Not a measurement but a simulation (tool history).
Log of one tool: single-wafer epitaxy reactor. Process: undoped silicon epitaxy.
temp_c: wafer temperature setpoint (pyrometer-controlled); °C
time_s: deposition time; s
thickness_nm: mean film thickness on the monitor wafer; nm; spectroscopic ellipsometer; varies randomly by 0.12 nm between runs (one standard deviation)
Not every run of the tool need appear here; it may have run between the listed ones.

run 1 hour=0 | temp_c=655 time_s=223 | thickness_nm=44.414
run 2 hour=6.3 | temp_c=664 time_s=223 | thickness_nm=53.682
run 3 hour=15 | temp_c=657 time_s=223 | thickness_nm=46.454
run 4 hour=18.5 | temp_c=652 time_s=223 | thickness_nm=42.059
run 5 hour=21.6 | temp_c=652 time_s=242 | thickness_nm=45.508
run 6 hour=24.3 | temp_c=661 time_s=242 | thickness_nm=54.437
run 7 hour=28.6 | temp_c=653 time_s=241 | thickness_nm=46.306
run 8 hour=31 | temp_c=647 time_s=241 | thickness_nm=40.798
run 9 hour=36.1 | temp_c=643 time_s=241 | thickness_nm=37.27
run 10 hour=39.9 | temp_c=641 time_s=241 | thickness_nm=36.039
run 11 hour=43.8 | temp_c=639 time_s=241 | thickness_nm=34.391

Run 12, settings as shown, results not yet in. Your forecast:
run 12 hour=44.5 | temp_c=638 time_s=241 | thickness_nm=?

Run 12 measured thickness_nm 33.802 nm.
